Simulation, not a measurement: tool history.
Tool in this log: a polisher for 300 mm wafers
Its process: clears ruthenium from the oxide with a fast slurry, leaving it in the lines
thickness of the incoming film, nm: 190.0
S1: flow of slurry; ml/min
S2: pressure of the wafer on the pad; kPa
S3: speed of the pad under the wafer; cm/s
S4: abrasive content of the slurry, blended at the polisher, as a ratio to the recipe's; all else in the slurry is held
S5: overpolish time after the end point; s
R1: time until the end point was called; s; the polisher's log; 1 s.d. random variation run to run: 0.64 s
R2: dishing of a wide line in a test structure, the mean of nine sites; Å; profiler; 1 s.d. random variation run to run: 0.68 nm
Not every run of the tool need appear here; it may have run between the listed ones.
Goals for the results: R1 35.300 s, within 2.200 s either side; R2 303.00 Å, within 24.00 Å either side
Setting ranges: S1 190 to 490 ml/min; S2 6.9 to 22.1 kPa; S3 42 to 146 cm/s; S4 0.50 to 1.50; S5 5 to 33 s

| run | hour | S1 | S2 | S3 | S4 | S5 | R1 | R2 |
|---|---|---|---|---|---|---|---|---|
| 1 | 0.0 | 315 | 14.5 | 94 | 1.00 | 17 | 56.695 | 391.58 |
| 2 | 4.0 | 315 | 14.5 | 76 | 1.00 | 17 | 67.806 | 344.22 |
| 3 | 12.6 | 315 | 14.5 | 98 | 1.00 | 17 | 56.716 | 396.69 |
| 4 | 20.1 | 315 | 14.5 | 114 | 1.00 | 17 | 50.372 | 451.68 |
| 5 | 25.3 | 315 | 14.5 | 114 | 0.80 | 17 | 53.452 | 394.36 |
| 6 | 32.4 | 310 | 16.5 | 116 | 0.75 | 13 | 46.336 | 354.61 |
| 7 | 41.2 | 310 | 17.9 | 116 | 0.70 | 11 | 44.201 | 335.12 |
| 8 | 48.9 | 310 | 19.3 | 118 | 0.65 | 9 | 42.956 | 284.57 |
| 9 | 50.3 | 310 | 19.3 | 118 | 0.65 | 9 | 42.893 | 291.23 |
| 10 | 51.4 | 310 | 20.0 | 120 | 0.65 | 8 | 39.192 | 264.01 |
| 11 | 58.7 | 310 | 20.7 | 122 | 0.65 | 9 | 38.973 | 319.56 |

Which one of the following 5 next-run settings gets every result inside its allowed miss? There is exactly one.
| A | 66.0 | 300 | 18.6 | 142 | 0.80 | 8 | ? | ? |
| B | 66.0 | 285 | 20.7 | 104 | 0.65 | 13 | ? | ? |
| C | 66.0 | 315 | 17.9 | 110 | 0.70 | 11 | ? | ? |
| D | 66.0 | 395 | 18.6 | 110 | 0.70 | 13 | ? | ? |
| E | 66.0 | 285 | 22.1 | 142 | 0.75 | 7 | ? | ? |

| move | R1 | R2 |
|---|---|---|
| A | 35.601 | 313.52 |
| B | 43.879 | 404.65 |
| C | 46.876 | 326.43 |
| D | 44.558 | 399.02 |
| E | 30.928 | 315.63 |
A: all results land within tolerance of their targets
B: further off than the last run
C: further off than the last run
D: further off than the last run
E: carries the result that was furthest off beyond its target, to the other side
The move that meets every target is A.

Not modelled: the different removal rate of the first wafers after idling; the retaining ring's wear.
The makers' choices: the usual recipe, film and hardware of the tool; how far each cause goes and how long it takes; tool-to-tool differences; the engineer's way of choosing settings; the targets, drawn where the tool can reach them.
